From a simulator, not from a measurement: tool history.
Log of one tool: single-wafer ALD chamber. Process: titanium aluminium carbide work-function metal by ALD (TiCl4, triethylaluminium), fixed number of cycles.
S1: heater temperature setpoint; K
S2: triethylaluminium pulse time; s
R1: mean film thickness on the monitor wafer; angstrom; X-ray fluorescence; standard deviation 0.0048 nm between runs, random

run	hour	S1	S2	R1
1	0.0	593.15	10.18	22.576
2	4.9	593.15	12.52	22.964
3	5.9	593.15	14.34	23.093
4	7.8	585.15	12.20	22.303
5	12.9	581.15	12.20	21.846
6	13.9	577.15	10.64	21.401
7	17.3	574.15	9.20	20.889

Expected results for the next run?
8	26.2	572.15	8.56	?

R1: 20.481 angstrom
